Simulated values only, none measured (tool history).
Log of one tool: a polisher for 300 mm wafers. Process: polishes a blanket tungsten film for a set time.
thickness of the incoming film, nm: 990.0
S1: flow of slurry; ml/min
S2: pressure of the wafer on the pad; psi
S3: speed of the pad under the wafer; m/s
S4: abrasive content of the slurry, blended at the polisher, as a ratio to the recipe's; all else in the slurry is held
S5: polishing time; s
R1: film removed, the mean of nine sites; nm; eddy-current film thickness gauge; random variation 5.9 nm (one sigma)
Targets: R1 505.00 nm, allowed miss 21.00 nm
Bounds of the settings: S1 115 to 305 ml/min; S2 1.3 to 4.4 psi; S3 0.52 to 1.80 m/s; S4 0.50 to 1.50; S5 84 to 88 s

Run 1, hour 0.0: S1 195 ml/min, S2 2.8 psi, S3 1.16 m/s, S4 1.00, S5 84 s. Result: R1 304.76 nm.
Run 2, hour 1.0: S1 195 ml/min, S2 3.0 psi, S3 1.16 m/s, S4 1.00, S5 84 s. Result: R1 326.23 nm.
Run 3, hour 6.1: S1 230 ml/min, S2 3.0 psi, S3 1.16 m/s, S4 1.00, S5 84 s. Result: R1 332.49 nm.
Run 4, hour 12.7: S1 230 ml/min, S2 3.2 psi, S3 1.16 m/s, S4 1.00, S5 84 s. Result: R1 350.84 nm.
Run 5, hour 16.2: S1 230 ml/min, S2 3.3 psi, S3 1.16 m/s, S4 1.00, S5 84 s. Result: R1 358.87 nm.
Run 6, hour 19.4: S1 230 ml/min, S2 3.4 psi, S3 1.16 m/s, S4 1.00, S5 84 s. Result: R1 371.39 nm.
Run 7, hour 23.1: S1 230 ml/min, S2 3.5 psi, S3 1.16 m/s, S4 1.00, S5 84 s. Result: R1 380.39 nm.
Run 8, hour 30.1: S1 235 ml/min, S2 4.3 psi, S3 1.18 m/s, S4 1.00, S5 84 s. Result: R1 461.82 nm.

Which of these 4 next moves meets every target?
Run A, hour 37.1: S1 200 ml/min, S2 3.9 psi, S3 1.08 m/s, S4 1.15, S5 88 s. Result: R1 ?.
Run B, hour 37.1: S1 240 ml/min, S2 4.3 psi, S3 1.06 m/s, S4 1.05, S5 86 s. Result: R1 ?.
Run C, hour 37.1: S1 210 ml/min, S2 4.1 psi, S3 1.34 m/s, S4 0.80, S5 88 s. Result: R1 ?.
Run D, hour 37.1: S1 235 ml/min, S2 3.9 psi, S3 1.18 m/s, S4 1.05, S5 84 s. Result: R1 ?.

move      R1
   A  420.78
   B  442.55
   C  497.55
   D  432.42
A: further off than the last run
B: further off than the last run
C: meets every target
D: further off than the last run
Move C is the one to make.
